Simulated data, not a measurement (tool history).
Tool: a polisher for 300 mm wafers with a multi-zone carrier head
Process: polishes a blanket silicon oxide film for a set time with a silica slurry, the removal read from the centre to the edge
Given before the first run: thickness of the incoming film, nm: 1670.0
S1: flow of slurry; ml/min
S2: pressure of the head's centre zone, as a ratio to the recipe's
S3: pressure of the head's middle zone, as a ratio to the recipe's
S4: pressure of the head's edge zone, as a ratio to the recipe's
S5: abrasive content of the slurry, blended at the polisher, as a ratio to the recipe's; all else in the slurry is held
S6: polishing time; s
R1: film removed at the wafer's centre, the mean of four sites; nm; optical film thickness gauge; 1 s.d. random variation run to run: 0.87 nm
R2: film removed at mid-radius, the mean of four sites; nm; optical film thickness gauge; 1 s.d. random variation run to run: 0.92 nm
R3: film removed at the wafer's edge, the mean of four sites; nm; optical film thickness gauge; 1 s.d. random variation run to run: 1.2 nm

run	hour	S1	S2	S3	S4	S5	S6	R1	R2	R3
1	0	270	1	1	1	1	60	154.3	149.92	153.14
2	4.6	270	1	0.93	1	1	60	152.7	141.39	150.83
3	6	270	1	0.93	0.98	0.95	60	150.16	139.81	149.76
4	7.5	275	1.02	0.94	0.96	0.9	59	149.9	136.15	141.06
5	13.6	275	1.02	0.94	0.94	0.85	59	143.22	132.9	135.21
6	14.8	275	1.02	0.94	0.94	0.85	68	165.79	151.71	156.92
7	19.8	280	1.02	0.93	0.93	0.8	67	161.3	144.42	151.1

For run 8, what comes out?
8	23.1	280	1.02	0.93	0.92	0.75	67	?	?	?

{"run 8": {"R1": 158.2, "R2": 142.16, "R3": 147.92}}
